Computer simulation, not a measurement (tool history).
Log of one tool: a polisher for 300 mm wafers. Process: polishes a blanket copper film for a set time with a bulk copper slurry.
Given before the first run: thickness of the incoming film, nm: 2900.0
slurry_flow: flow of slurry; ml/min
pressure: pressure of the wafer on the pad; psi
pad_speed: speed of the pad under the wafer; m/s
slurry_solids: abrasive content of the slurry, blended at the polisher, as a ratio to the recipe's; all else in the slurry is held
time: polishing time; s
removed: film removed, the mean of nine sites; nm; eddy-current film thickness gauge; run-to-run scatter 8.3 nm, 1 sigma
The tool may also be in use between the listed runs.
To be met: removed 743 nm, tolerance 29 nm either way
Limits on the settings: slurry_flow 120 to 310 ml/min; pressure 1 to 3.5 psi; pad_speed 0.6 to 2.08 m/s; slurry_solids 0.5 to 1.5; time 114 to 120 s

| run | day | slurry_flow | pressure | pad_speed | slurry_solids | time | removed |
|---|---|---|---|---|---|---|---|
| 1 | 0 | 200 | 2.2 | 1.34 | 1 | 114 | 1207.1 |
| 2 | 0.167 | 200 | 1.9 | 1.34 | 1 | 114 | 1068.8 |
| 3 | 0.367 | 200 | 1.6 | 1.34 | 1 | 114 | 868.72 |
| 4 | 0.667 | 200 | 1.6 | 1.48 | 1 | 114 | 983.4 |
| 5 | 0.738 | 200 | 1.4 | 1.48 | 1 | 114 | 864.02 |
| 6 | 0.967 | 200 | 1.9 | 1.48 | 1 | 114 | 1133 |
|  | 1.033 | slurry blender recalibrated |
| 7 | 1.033 | 200 | 1.7 | 1.48 | 1 | 114 | 1090.2 |
| 8 | 1.121 | 200 | 1.5 | 1.48 | 1 | 114 | 961.95 |
| 9 | 1.183 | 200 | 1.3 | 1.48 | 1 | 114 | 836.43 |
| 10 | 1.217 | 200 | 1.2 | 1.48 | 1 | 114 | 777.54 |

Of the 4 settings listed for the next run, only one would bring every result within its allowed miss of target. Which one?
| A | 1.25 | 170 | 1.2 | 1.52 | 1.05 | 115 | ? |
| B | 1.25 | 185 | 1.1 | 1.44 | 1.05 | 120 | ? |
| C | 1.25 | 200 | 1.2 | 1.54 | 0.85 | 119 | ? |
| D | 1.25 | 195 | 1.2 | 1.54 | 1.05 | 114 | ? |

| move | removed |
|---|---|
| A | 790.48 |
| B | 729.23 |
| C | 805.76 |
| D | 808.32 |
A: moves away from the targets compared with the last run
B: each result inside its tolerance
C: moves away from the targets compared with the last run
D: moves away from the targets compared with the last run
The right move is B.
